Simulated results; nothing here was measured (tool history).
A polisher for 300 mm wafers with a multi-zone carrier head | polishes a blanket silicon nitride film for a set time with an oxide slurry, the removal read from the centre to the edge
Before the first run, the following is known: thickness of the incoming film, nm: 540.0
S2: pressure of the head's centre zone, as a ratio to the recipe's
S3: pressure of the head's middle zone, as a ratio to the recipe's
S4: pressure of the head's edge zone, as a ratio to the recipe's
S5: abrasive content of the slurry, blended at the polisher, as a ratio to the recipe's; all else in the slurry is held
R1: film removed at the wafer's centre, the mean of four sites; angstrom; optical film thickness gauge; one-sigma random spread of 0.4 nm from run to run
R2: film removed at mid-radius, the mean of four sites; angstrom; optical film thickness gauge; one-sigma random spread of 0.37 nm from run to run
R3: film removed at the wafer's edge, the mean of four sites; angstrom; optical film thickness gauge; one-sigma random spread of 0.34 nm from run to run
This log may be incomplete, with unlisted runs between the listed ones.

{"run": 1, "hour": 0.0, "flow of slurry (ml/min)": 235, "S2": 1.0, "S3": 1.0, "S4": 1.0, "S5": 1.0, "polishing time (s)": 31, "R1": 282.53, "R2": 270.94, "R3": 273.21}
{"run": 2, "hour": 5.6, "flow of slurry (ml/min)": 245, "S2": 1.01, "S3": 1.03, "S4": 1.03, "S5": 1.1, "polishing time (s)": 32, "R1": 305.06, "R2": 297.08, "R3": 298.25}
{"run": 3, "hour": 10.7, "flow of slurry (ml/min)": 245, "S2": 1.01, "S3": 0.96, "S4": 1.03, "S5": 1.1, "polishing time (s)": 32, "R1": 299.7, "R2": 274.63, "R3": 296.69}
{"run": 4, "hour": 16.9, "flow of slurry (ml/min)": 250, "S2": 1.02, "S3": 1.0, "S4": 1.05, "S5": 1.2, "polishing time (s)": 33, "R1": 329.46, "R2": 310.45, "R3": 323.15}
{"run": 5, "hour": 20.2, "flow of slurry (ml/min)": 250, "S2": 1.02, "S3": 1.0, "S4": 1.05, "S5": 1.2, "polishing time (s)": 40, "R1": 393.8, "R2": 372.3, "R3": 393.18}
{"run": 6, "hour": 27.3, "flow of slurry (ml/min)": 255, "S2": 1.02, "S3": 1.03, "S4": 1.06, "S5": 1.2, "polishing time (s)": 40, "R1": 391.73, "R2": 388.12, "R3": 394.46}
{"run": 7, "hour": 32.7, "flow of slurry (ml/min)": 260, "S2": 1.03, "S3": 1.05, "S4": 1.07, "S5": 1.2, "polishing time (s)": 40, "R1": 411.21, "R2": 389.74, "R3": 397.01}
{"run": 8, "hour": 35.0, "flow of slurry (ml/min)": 265, "S2": 1.02, "S3": 1.07, "S4": 1.08, "S5": 1.2, "polishing time (s)": 40, "R1": 393.98, "R2": 402.95, "R3": 398.28}
{"run": 9, "hour": 36.7, "flow of slurry (ml/min)": 270, "S2": 1.03, "S3": 1.08, "S4": 1.09, "S5": 1.2, "polishing time (s)": 40, "R1": 406.07, "R2": 397.18, "R3": 400.03}
{"run": 10, "hour": 38.4, "flow of slurry (ml/min)": 270, "S2": 1.03, "S3": 1.1, "S4": 1.09, "S5": 1.2, "polishing time (s)": 40, "R1": 405.27, "R2": 403.56, "R3": 401.57}

The next listed run, before its measurement:
{"run": 11, "hour": 44.5, "flow of slurry (ml/min)": 275, "S2": 1.03, "S3": 1.12, "S4": 1.09, "S5": 1.2, "polishing time (s)": 40, "R1": "?", "R2": "?", "R3": "?"}

{"run 11": {"R1": 403.9, "R2": 423.63, "R3": 401.94}}
